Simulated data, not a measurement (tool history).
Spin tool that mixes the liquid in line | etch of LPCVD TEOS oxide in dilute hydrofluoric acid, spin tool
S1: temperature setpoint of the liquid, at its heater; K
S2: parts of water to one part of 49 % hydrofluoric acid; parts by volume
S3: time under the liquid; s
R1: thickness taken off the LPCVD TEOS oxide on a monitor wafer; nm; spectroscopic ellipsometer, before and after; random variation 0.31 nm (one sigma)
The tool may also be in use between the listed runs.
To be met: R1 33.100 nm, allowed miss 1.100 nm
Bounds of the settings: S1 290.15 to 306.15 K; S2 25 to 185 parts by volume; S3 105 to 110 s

| run | day | S1 | S2 | S3 | R1 |
|---|---|---|---|---|---|
| 1 | 0.000 | 298.15 | 105 | 105 | 25.686 |
| 2 | 0.050 | 299.65 | 105 | 105 | 27.324 |
| 3 | 0.300 | 299.65 | 120 | 105 | 22.814 |
| 4 | 0.529 | 301.15 | 115 | 105 | 26.008 |
| 5 | 0.750 | 302.65 | 115 | 105 | 26.834 |
| 6 | 0.796 | 302.65 | 115 | 110 | 28.357 |
| 7 | 1.100 | 303.65 | 115 | 110 | 29.366 |
| 8 | 1.283 | 304.15 | 115 | 110 | 29.907 |
| 9 | 1.525 | 304.65 | 115 | 110 | 30.672 |
| 10 | 1.583 | 304.65 | 115 | 110 | 30.874 |
| 11 | 1.908 | 305.15 | 115 | 110 | 30.766 |

Which of these 4 next moves meets every target?
| A | 2.233 | 306.15 | 115 | 105 | ? |
| B | 2.233 | 304.65 | 100 | 110 | ? |
| C | 2.233 | 300.65 | 95 | 110 | ? |
| D | 2.233 | 303.15 | 115 | 110 | ? |

| move | R1 |
|---|---|
| A | 30.947 |
| B | 36.086 |
| C | 32.892 |
| D | 29.060 |
A: nearer than the last run, and not there yet
B: takes the result that was furthest off past its target
C: meets every target
D: further off than the last run
Answer: C

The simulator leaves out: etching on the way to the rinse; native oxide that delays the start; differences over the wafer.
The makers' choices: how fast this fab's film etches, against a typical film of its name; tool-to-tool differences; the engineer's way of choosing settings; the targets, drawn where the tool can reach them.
